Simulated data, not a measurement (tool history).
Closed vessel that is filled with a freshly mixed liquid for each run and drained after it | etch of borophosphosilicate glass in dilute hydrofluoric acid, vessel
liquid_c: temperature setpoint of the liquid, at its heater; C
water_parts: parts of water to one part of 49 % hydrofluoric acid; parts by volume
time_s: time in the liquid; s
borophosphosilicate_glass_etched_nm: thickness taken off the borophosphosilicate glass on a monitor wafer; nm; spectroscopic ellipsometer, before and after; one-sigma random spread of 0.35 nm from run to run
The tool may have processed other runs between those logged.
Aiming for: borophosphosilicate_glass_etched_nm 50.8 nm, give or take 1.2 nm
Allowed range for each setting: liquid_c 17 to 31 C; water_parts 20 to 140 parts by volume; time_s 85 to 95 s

run  hour  liquid_c  water_parts  time_s  borophosphosilicate_glass_etched_nm
  1     0        23           75      85                               35.234
  2   6.2        23           75      85                               35.234
  3  14.9        23           65      85                               40.645
  4  22.1        23           85      85                               30.732
  5  29.9      24.5           80      85                               34.977
  6  38.7      24.5           80      95                               39.043
  7  42.6      25.5           80      95                               40.761
  8  51.2      29.5           80      95                               47.961
  9  57.5        30           80      95                               48.351

Which of these 5 next moves meets every target?
  A  63.8        28           75      95                                    ?
  B  63.8        31           85      95                                    ?
  C  63.8      26.5           70      90                                    ?
  D  63.8      26.5           70      85                                    ?
  E  63.8      29.5           75      95                                    ?

move  borophosphosilicate_glass_etched_nm
   A                               47.828
   B                               46.571
   C                                46.13
   D                               43.568
   E                               50.653
A: misses by more than the last run did
B: misses by more than the last run did
C: misses by more than the last run did
D: misses by more than the last run did
E: each result inside its tolerance
Go with E: it meets all targets.
